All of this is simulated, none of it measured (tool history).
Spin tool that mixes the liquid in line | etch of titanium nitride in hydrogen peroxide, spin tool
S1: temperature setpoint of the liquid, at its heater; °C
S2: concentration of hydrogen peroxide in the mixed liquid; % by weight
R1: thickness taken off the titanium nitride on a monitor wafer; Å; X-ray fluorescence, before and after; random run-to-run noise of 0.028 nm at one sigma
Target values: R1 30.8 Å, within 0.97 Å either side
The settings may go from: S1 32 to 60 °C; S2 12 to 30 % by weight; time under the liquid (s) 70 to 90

Run 1, hour 0: S1 44 °C, S2 21 % by weight, time under the liquid (s) 90. Result: R1 23.693 Å.
Run 2, hour 4.6: S1 45 °C, S2 21 % by weight, time under the liquid (s) 90. Result: R1 25.23 Å.
Run 3, hour 11.1: S1 46 °C, S2 21 % by weight, time under the liquid (s) 90. Result: R1 26.916 Å.
Run 4, hour 17.2: S1 46 °C, S2 21 % by weight, time under the liquid (s) 90. Result: R1 27.256 Å.
Run 5, hour 20.6: S1 50.5 °C, S2 21 % by weight, time under the liquid (s) 90. Result: R1 38.391 Å.
Run 6, hour 29.1: S1 49.5 °C, S2 21 % by weight, time under the liquid (s) 90. Result: R1 35.438 Å.
Run 7, hour 32.4: S1 49 °C, S2 21 % by weight, time under the liquid (s) 90. Result: R1 34.549 Å.
Run 8, hour 40.5: S1 48.5 °C, S2 21 % by weight, time under the liquid (s) 90. Result: R1 32.785 Å.
Run 9, hour 42.7: S1 48 °C, S2 21 % by weight, time under the liquid (s) 90. Result: R1 31.69 Å.

Exactly one of the 5 candidate moves below puts every result within its allowed miss. Which one?
Run A, hour 44.9: S1 48.5 °C, S2 21 % by weight, time under the liquid (s) 90. Result: R1 ?.
Run B, hour 44.9: S1 48 °C, S2 25 % by weight, time under the liquid (s) 90. Result: R1 ?.
Run C, hour 44.9: S1 49 °C, S2 21.5 % by weight, time under the liquid (s) 85. Result: R1 ?.
Run D, hour 44.9: S1 48.5 °C, S2 19.5 % by weight, time under the liquid (s) 85. Result: R1 ?.
Run E, hour 44.9: S1 51 °C, S2 12 % by weight, time under the liquid (s) 85. Result: R1 ?.

move      R1
   A  32.518
   B  32.558
   C  32.011
   D  30.227
   E  32.695
A: moves away from the targets compared with the last run
B: moves away from the targets compared with the last run
C: moves away from the targets compared with the last run
D: each result inside its tolerance
E: moves away from the targets compared with the last run
Answer: D

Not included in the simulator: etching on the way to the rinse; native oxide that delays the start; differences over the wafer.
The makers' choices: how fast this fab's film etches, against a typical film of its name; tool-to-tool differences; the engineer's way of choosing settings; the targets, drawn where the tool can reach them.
